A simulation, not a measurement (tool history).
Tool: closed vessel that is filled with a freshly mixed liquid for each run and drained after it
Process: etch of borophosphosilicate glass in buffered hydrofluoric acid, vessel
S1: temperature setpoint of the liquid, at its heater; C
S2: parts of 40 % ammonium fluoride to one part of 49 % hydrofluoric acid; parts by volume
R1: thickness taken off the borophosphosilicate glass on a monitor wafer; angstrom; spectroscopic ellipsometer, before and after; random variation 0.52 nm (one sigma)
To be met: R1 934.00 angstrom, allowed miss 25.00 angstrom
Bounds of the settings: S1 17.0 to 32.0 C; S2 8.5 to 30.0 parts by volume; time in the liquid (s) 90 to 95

run 1 hour=0.0 | S1=25.0 S2=23.5 time_in_the_liquid_(s)=90 | R1=651.28
run 2 hour=4.3 | S1=23.5 S2=23.5 time_in_the_liquid_(s)=90 | R1=600.36
run 3 hour=5.4 | S1=22.0 S2=23.5 time_in_the_liquid_(s)=90 | R1=557.74
run 4 hour=11.5 | S1=23.5 S2=23.5 time_in_the_liquid_(s)=90 | R1=600.96
run 5 hour=20.1 | S1=25.0 S2=23.5 time_in_the_liquid_(s)=90 | R1=657.25
run 6 hour=26.9 | S1=26.0 S2=23.5 time_in_the_liquid_(s)=90 | R1=692.86
run 7 hour=28.8 | S1=27.0 S2=23.5 time_in_the_liquid_(s)=90 | R1=726.21
run 8 hour=36.3 | S1=28.0 S2=23.5 time_in_the_liquid_(s)=90 | R1=765.35
run 9 hour=45.1 | S1=28.5 S2=23.5 time_in_the_liquid_(s)=90 | R1=776.54
run 10 hour=51.3 | S1=29.0 S2=23.5 time_in_the_liquid_(s)=90 | R1=807.49
run 11 hour=54.9 | S1=29.5 S2=23.5 time_in_the_liquid_(s)=90 | R1=822.23
run 12 hour=57.3 | S1=30.0 S2=23.5 time_in_the_liquid_(s)=90 | R1=856.99
run 13 hour=61.7 | S1=30.5 S2=23.5 time_in_the_liquid_(s)=90 | R1=878.36

Which of these 4 next moves meets every target?
run A hour=66.1 | S1=32.0 S2=26.0 time_in_the_liquid_(s)=90 | R1=?
run B hour=66.1 | S1=31.5 S2=25.0 time_in_the_liquid_(s)=95 | R1=?
run C hour=66.1 | S1=27.5 S2=20.5 time_in_the_liquid_(s)=95 | R1=?
run D hour=66.1 | S1=29.0 S2=22.0 time_in_the_liquid_(s)=95 | R1=?

move=A R1=884.50
move=B R1=934.15
move=C R1=865.84
move=D R1=893.53
A: nearer than the last run, and not there yet
B: meets every target
C: further off than the last run
D: nearer than the last run, and not there yet
The right move is B.
